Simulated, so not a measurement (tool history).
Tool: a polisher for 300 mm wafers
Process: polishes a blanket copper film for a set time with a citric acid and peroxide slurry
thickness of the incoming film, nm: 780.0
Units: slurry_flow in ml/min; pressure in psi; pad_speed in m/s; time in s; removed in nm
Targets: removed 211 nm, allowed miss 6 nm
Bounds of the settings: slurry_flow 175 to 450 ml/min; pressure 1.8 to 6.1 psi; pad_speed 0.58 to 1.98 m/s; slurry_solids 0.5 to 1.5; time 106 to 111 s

{"run": 1, "day": 0.0, "slurry_flow": 290, "pressure": 3.9, "pad_speed": 1.28, "slurry_solids": 1, "time": 106, "removed": 396.11}
{"run": 2, "day": 0.058, "slurry_flow": 290, "pressure": 3.3, "pad_speed": 1.24, "slurry_solids": 1, "time": 106, "removed": 330.06}
{"run": 3, "day": 0.404, "slurry_flow": 290, "pressure": 3.3, "pad_speed": 1.36, "slurry_solids": 1, "time": 106, "removed": 359.61}
{"run": 4, "day": 0.504, "slurry_flow": 290, "pressure": 2.8, "pad_speed": 1.3, "slurry_solids": 1, "time": 106, "removed": 300.03}
{"run": 5, "day": 0.738, "slurry_flow": 290, "pressure": 2.5, "pad_speed": 1.26, "slurry_solids": 1, "time": 106, "removed": 260.59}
{"run": 6, "day": 0.896, "slurry_flow": 290, "pressure": 2.3, "pad_speed": 1.26, "slurry_solids": 1, "time": 106, "removed": 245.39}
{"run": 7, "day": 0.958, "slurry_flow": 290, "pressure": 2.1, "pad_speed": 1.26, "slurry_solids": 1, "time": 106, "removed": 226.14}
{"run": 8, "day": 1.321, "slurry_flow": 285, "pressure": 1.8, "pad_speed": 1.26, "slurry_solids": 1, "time": 106, "removed": 203.82}
{"run": 9, "day": 1.438, "slurry_flow": 290, "pressure": 1.8, "pad_speed": 1.26, "slurry_solids": 1, "time": 106, "removed": 202.79}

4 next moves are on the table. One of them brings every result within its allowed miss. Which?
{"run": "A", "day": 1.554, "slurry_flow": 255, "pressure": 1.9, "pad_speed": 1.38, "slurry_solids": 0.95, "time": 108, "removed": "?"}
{"run": "B", "day": 1.554, "slurry_flow": 190, "pressure": 1.8, "pad_speed": 1.32, "slurry_solids": 0.85, "time": 110, "removed": "?"}
{"run": "C", "day": 1.554, "slurry_flow": 175, "pressure": 2.1, "pad_speed": 1.16, "slurry_solids": 1.4, "time": 111, "removed": "?"}
{"run": "D", "day": 1.554, "slurry_flow": 315, "pressure": 1.8, "pad_speed": 1.36, "slurry_solids": 0.9, "time": 106, "removed": "?"}

move=A removed=227.72
move=B removed=198.86
move=C removed=224.1
move=D removed=213.01
A: takes the result that was furthest off past its target
B: further off than the last run
C: takes the result that was furthest off past its target
D: meets every target
The right move is D.
